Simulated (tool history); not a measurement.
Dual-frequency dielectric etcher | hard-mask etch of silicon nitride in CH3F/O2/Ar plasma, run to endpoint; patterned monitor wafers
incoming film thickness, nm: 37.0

run 1 day=0 | source_power_(W)=370 bias_power_(W)=80 | endpoint_time_(s)=46.354
run 2 day=0.279 | source_power_(W)=380 bias_power_(W)=81 | endpoint_time_(s)=45.422
run 3 day=0.562 | source_power_(W)=360 bias_power_(W)=81 | endpoint_time_(s)=46.077
run 4 day=0.779 | source_power_(W)=320 bias_power_(W)=81 | endpoint_time_(s)=48.862
run 5 day=0.946 | source_power_(W)=260 bias_power_(W)=81 | endpoint_time_(s)=53.218
run 6 day=1.162 | source_power_(W)=280 bias_power_(W)=82 | endpoint_time_(s)=51.786
run 7 day=1.208 | source_power_(W)=300 bias_power_(W)=83 | endpoint_time_(s)=49.719
run 8 day=1.3 | source_power_(W)=320 bias_power_(W)=84 | endpoint_time_(s)=48.277

Forecast run 9:
run 9 day=1.638 | source_power_(W)=340 bias_power_(W)=85 | endpoint_time_(s)=?

{"run 9": {"endpoint time (s)": 46.616}}

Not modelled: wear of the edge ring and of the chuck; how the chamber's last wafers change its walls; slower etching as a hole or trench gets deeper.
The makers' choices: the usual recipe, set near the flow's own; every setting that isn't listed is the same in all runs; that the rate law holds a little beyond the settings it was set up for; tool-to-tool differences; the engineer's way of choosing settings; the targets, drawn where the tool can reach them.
